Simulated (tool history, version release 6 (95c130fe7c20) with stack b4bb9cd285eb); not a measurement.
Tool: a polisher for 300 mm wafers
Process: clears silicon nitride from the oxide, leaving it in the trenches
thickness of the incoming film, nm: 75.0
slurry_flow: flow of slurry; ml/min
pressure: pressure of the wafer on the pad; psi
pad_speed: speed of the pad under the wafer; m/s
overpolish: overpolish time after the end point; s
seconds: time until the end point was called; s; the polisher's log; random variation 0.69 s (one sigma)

Run 1, day 0: slurry_flow 305 ml/min, pressure 2.8 psi, pad_speed 1.12 m/s, overpolish 35 s. Result: seconds 71.595 s.
Run 2, day 0.117: slurry_flow 305 ml/min, pressure 2.8 psi, pad_speed 1.12 m/s, overpolish 35 s. Result: seconds 73.876 s.
Run 3, day 0.412: slurry_flow 305 ml/min, pressure 2.1 psi, pad_speed 1.12 m/s, overpolish 35 s. Result: seconds 95.696 s.
Run 4, day 0.479: slurry_flow 305 ml/min, pressure 2.4 psi, pad_speed 1.12 m/s, overpolish 35 s. Result: seconds 84.905 s.
Run 5, day 0.675: slurry_flow 305 ml/min, pressure 2.7 psi, pad_speed 1.12 m/s, overpolish 35 s. Result: seconds 75.436 s.
Run 6, day 0.708: slurry_flow 305 ml/min, pressure 2.7 psi, pad_speed 1.12 m/s, overpolish 35 s. Result: seconds 73.921 s.

Run 7 comes next. What will it give?
Run 7, day 0.904: slurry_flow 305 ml/min, pressure 2.9 psi, pad_speed 1.12 m/s, overpolish 35 s. Result: seconds ?.

{"run 7": {"seconds": 69.83}}
